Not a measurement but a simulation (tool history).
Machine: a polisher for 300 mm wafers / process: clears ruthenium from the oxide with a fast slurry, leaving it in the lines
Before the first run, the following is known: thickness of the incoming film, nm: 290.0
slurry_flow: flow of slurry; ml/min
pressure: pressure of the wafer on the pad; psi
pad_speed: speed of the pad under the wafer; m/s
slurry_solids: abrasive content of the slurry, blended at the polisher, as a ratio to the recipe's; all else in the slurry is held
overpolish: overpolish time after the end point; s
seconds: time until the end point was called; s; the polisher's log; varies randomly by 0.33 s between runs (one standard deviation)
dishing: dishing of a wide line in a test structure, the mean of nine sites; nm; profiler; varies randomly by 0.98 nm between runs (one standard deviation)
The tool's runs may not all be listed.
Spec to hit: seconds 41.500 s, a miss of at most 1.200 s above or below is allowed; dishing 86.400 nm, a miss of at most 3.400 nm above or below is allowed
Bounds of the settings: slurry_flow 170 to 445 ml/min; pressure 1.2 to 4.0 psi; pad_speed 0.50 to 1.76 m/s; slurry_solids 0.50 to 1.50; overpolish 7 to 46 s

run	hour	slurry_flow	pressure	pad_speed	slurry_solids	overpolish	seconds	dishing
1	0.0	285	2.6	1.12	1.00	24	60.501	64.490
2	8.8	285	2.8	1.12	1.00	25	56.474	68.937
3	12.1	285	3.0	1.12	1.00	25	52.670	72.305
4	18.8	215	3.0	1.12	1.00	25	54.198	69.643
5	21.8	215	2.5	1.12	1.00	25	64.147	65.014
6	29.2	215	2.5	1.12	1.00	34	64.853	75.608
7	35.5	220	2.8	1.12	1.00	33	58.257	78.702
8	42.8	225	3.0	1.12	1.00	32	52.995	80.258
9	48.3	230	3.1	1.12	1.00	31	51.300	80.996
10	50.9	235	3.2	1.12	1.00	30	50.362	79.932

Which one of the following 5 next-run settings gets every result inside its allowed miss? There is exactly one.
A	53.5	270	3.6	1.12	1.10	29	?	?
B	53.5	200	2.5	1.04	1.05	34	?	?
C	53.5	350	3.2	1.32	1.10	20	?	?
D	53.5	240	3.1	1.02	1.05	46	?	?
E	53.5	210	3.2	0.98	0.95	27	?	?

move	seconds	dishing
A	41.956	85.152
B	67.086	74.394
C	39.865	74.018
D	54.526	90.970
E	58.478	70.915
A: meets every target
B: the biggest miss grows against the last run
C: moves the result that the last run missed by most past its target, out the other side
D: the biggest miss grows against the last run
E: the biggest miss grows against the last run
Move A is the one to make.
